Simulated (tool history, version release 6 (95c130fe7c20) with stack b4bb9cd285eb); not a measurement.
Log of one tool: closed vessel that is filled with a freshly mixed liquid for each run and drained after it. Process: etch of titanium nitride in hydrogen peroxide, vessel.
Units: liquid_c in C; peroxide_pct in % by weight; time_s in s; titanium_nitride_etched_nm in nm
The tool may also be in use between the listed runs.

run 1 hour=0 | liquid_c=55 peroxide_pct=20 time_s=30 | titanium_nitride_etched_nm=1.5364
run 2 hour=1.3 | liquid_c=55 peroxide_pct=22 time_s=30 | titanium_nitride_etched_nm=1.5616
run 3 hour=6.8 | liquid_c=55 peroxide_pct=22 time_s=30 | titanium_nitride_etched_nm=1.563
run 4 hour=9.1 | liquid_c=55 peroxide_pct=22 time_s=30 | titanium_nitride_etched_nm=1.5592
run 5 hour=10.4 | liquid_c=52.5 peroxide_pct=22 time_s=30 | titanium_nitride_etched_nm=1.3126
run 6 hour=19.2 | liquid_c=51 peroxide_pct=22 time_s=30 | titanium_nitride_etched_nm=1.178
run 7 hour=26.5 | liquid_c=49.5 peroxide_pct=22 time_s=30 | titanium_nitride_etched_nm=1.0561
run 8 hour=31.5 | liquid_c=48.5 peroxide_pct=22 time_s=30 | titanium_nitride_etched_nm=0.96753

The next listed run, before its measurement:
run 9 hour=37.9 | liquid_c=48 peroxide_pct=22 time_s=30 | titanium_nitride_etched_nm=?

For run 9 the tool returned titanium_nitride_etched_nm 0.95089 nm.
